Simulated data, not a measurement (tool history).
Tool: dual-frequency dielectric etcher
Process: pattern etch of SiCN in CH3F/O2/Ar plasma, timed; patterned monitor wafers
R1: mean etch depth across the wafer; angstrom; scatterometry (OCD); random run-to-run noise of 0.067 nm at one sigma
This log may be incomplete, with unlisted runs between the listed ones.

run 1 day=0.000 | source_power_(W)=390 bias_power_(W)=90 etch_time_(s)=38.5 | R1=150.62
run 2 day=0.254 | source_power_(W)=420 bias_power_(W)=90 etch_time_(s)=38.5 | R1=156.64
run 3 day=0.288 | source_power_(W)=390 bias_power_(W)=89 etch_time_(s)=38.5 | R1=150.26
run 4 day=0.508 | source_power_(W)=370 bias_power_(W)=88 etch_time_(s)=38.5 | R1=146.13
run 5 day=0.683 | source_power_(W)=360 bias_power_(W)=88 etch_time_(s)=38.5 | R1=144.38
run 6 day=0.933 | source_power_(W)=350 bias_power_(W)=88 etch_time_(s)=38.5 | R1=142.23

Run 7 has not been measured yet. What should we expect?
run 7 day=1.004 | source_power_(W)=350 bias_power_(W)=88 etch_time_(s)=38.5 | R1=?

Run 7 gave R1 142.64 angstrom.
